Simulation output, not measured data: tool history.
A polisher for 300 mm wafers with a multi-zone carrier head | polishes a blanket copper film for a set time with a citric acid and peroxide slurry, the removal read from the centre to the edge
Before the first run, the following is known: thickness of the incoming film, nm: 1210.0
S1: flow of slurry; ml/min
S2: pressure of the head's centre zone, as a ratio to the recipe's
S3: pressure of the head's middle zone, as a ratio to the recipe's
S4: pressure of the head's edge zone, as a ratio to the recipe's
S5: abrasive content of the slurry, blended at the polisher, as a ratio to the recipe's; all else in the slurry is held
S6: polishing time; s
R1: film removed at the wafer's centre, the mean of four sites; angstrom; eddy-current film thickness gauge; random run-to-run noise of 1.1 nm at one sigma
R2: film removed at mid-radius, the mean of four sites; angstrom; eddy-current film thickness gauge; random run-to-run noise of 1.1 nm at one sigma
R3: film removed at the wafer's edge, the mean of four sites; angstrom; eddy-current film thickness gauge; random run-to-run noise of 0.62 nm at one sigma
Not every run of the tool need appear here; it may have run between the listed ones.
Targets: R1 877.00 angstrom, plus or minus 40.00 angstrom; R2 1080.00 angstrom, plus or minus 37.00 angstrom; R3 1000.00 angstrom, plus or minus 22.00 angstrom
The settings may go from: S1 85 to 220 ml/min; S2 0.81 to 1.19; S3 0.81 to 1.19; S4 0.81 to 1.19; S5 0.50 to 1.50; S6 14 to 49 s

Run 1, hour 0.0: S1 140 ml/min, S2 1.00, S3 1.00, S4 1.00, S5 1.00, S6 31 s. Result: R1 977.05 angstrom, R2 889.55 angstrom, R3 860.66 angstrom.
Run 2, hour 1.4: S1 140 ml/min, S2 1.00, S3 1.00, S4 1.00, S5 1.10, S6 31 s. Result: R1 978.07 angstrom, R2 883.32 angstrom, R3 873.91 angstrom.
Run 3, hour 4.1: S1 155 ml/min, S2 0.95, S3 1.04, S4 1.04, S5 1.10, S6 31 s. Result: R1 984.48 angstrom, R2 938.94 angstrom, R3 905.03 angstrom.
Run 4, hour 7.1: S1 155 ml/min, S2 0.95, S3 1.04, S4 1.08, S5 1.10, S6 31 s. Result: R1 959.58 angstrom, R2 916.68 angstrom, R3 906.06 angstrom.
Run 5, hour 10.6: S1 120 ml/min, S2 0.95, S3 1.04, S4 1.08, S5 1.10, S6 31 s. Result: R1 901.91 angstrom, R2 887.23 angstrom, R3 877.24 angstrom.
Run 6, hour 11.7: S1 120 ml/min, S2 0.91, S3 1.08, S4 1.10, S5 1.20, S6 31 s. Result: R1 874.20 angstrom, R2 937.87 angstrom, R3 892.28 angstrom.
Run 7, hour 17.6: S1 125 ml/min, S2 0.89, S3 1.10, S4 1.12, S5 1.25, S6 31 s. Result: R1 859.40 angstrom, R2 972.69 angstrom, R3 916.36 angstrom.
Run 8, hour 23.6: S1 135 ml/min, S2 0.88, S3 1.11, S4 1.14, S5 1.25, S6 31 s. Result: R1 887.38 angstrom, R2 983.48 angstrom, R3 935.76 angstrom.
Run 9, hour 28.0: S1 140 ml/min, S2 0.86, S3 1.12, S4 1.15, S5 1.30, S6 31 s. Result: R1 875.58 angstrom, R2 996.98 angstrom, R3 947.69 angstrom.
Run 10, hour 31.6: S1 145 ml/min, S2 0.85, S3 1.13, S4 1.16, S5 1.35, S6 31 s. Result: R1 896.81 angstrom, R2 1017.90 angstrom, R3 951.52 angstrom.
Run 11, hour 39.8: S1 140 ml/min, S2 0.84, S3 1.14, S4 1.17, S5 1.35, S6 31 s. Result: R1 865.43 angstrom, R2 1035.00 angstrom, R3 960.79 angstrom.
At hour 47.0: centre zone pressure recalibrated.
Run 12, hour 47.0: S1 140 ml/min, S2 0.83, S3 1.14, S4 1.18, S5 1.35, S6 31 s. Result: R1 777.95 angstrom, R2 1024.80 angstrom, R3 961.78 angstrom.
Run 13, hour 52.1: S1 150 ml/min, S2 0.83, S3 1.14, S4 1.18, S5 1.35, S6 31 s. Result: R1 815.07 angstrom, R2 1051.50 angstrom, R3 957.11 angstrom.
Run 14, hour 57.3: S1 155 ml/min, S2 0.83, S3 1.13, S4 1.19, S5 1.40, S6 31 s. Result: R1 798.11 angstrom, R2 1051.40 angstrom, R3 990.04 angstrom.
Run 15, hour 61.5: S1 160 ml/min, S2 0.84, S3 1.13, S4 1.19, S5 1.40, S6 31 s. Result: R1 804.84 angstrom, R2 1069.90 angstrom, R3 989.49 angstrom.

Of the 5 settings listed for the next run, only one would bring every result within its allowed miss of target. Which one?
Run A, hour 65.7: S1 140 ml/min, S2 0.96, S3 1.17, S4 1.06, S5 1.45, S6 32 s. Result: R1 ?, R2 ?, R3 ?.
Run B, hour 65.7: S1 175 ml/min, S2 0.81, S3 1.19, S4 1.19, S5 1.50, S6 29 s. Result: R1 ?, R2 ?, R3 ?.
Run C, hour 65.7: S1 160 ml/min, S2 0.83, S3 1.16, S4 1.19, S5 1.50, S6 29 s. Result: R1 ?, R2 ?, R3 ?.
Run D, hour 65.7: S1 165 ml/min, S2 0.87, S3 1.18, S4 1.10, S5 1.50, S6 30 s. Result: R1 ?, R2 ?, R3 ?.
Run E, hour 65.7: S1 215 ml/min, S2 0.84, S3 1.12, S4 1.16, S5 0.85, S6 33 s. Result: R1 ?, R2 ?, R3 ?.

move      R1       R2       R3
   A  948.52  1101.10   961.14
   B  784.53  1064.70   949.96
   C  786.27  1024.40   939.02
   D  852.68  1081.70   942.66
   E  877.29  1091.40  1007.40
A: pushes the last run's worst result past its target
B: its largest miss is bigger than the last run's
C: its largest miss is bigger than the last run's
D: the worst result of the last run now meets its target, but another is out of spec
E: every result lands within tolerance
Move E is the one to make.
